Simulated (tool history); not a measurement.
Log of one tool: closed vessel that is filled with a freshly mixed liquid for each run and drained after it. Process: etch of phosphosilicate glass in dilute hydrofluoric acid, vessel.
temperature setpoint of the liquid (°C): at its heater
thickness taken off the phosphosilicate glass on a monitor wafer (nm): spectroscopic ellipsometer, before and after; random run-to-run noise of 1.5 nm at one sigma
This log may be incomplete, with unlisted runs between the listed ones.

run  hour  temperature setpoint of the liquid (°C)  parts of water to one part of 49 % hydrofluoric acid (parts by volume)  time in the liquid (s)  thickness taken off the phosphosilicate glass on a monitor wafer (nm)
  1   0.0                                     21.0                                                                     180                     100                                                                 41.387
  2   7.3                                     24.0                                                                     180                     100                                                                 46.077
  3  15.7                                     25.5                                                                     130                     100                                                                 71.569
  4  19.7                                     26.5                                                                     100                     100                                                                101.040
  5  22.1                                     29.0                                                                     100                     100                                                                110.340
  6  26.1                                     29.0                                                                      80                     100                                                                140.930
  7  26.7                                     29.0                                                                      70                     100                                                                165.820
  8  27.8                                     29.0                                                                      55                     100                                                                216.640

Estimate the outcome of run 9 from the log above:
  9  32.8                                     27.0                                                                      55                     100                                                                      ?

Logged for run 9: thickness taken off the phosphosilicate glass on a monitor wafer (nm) 198.410.
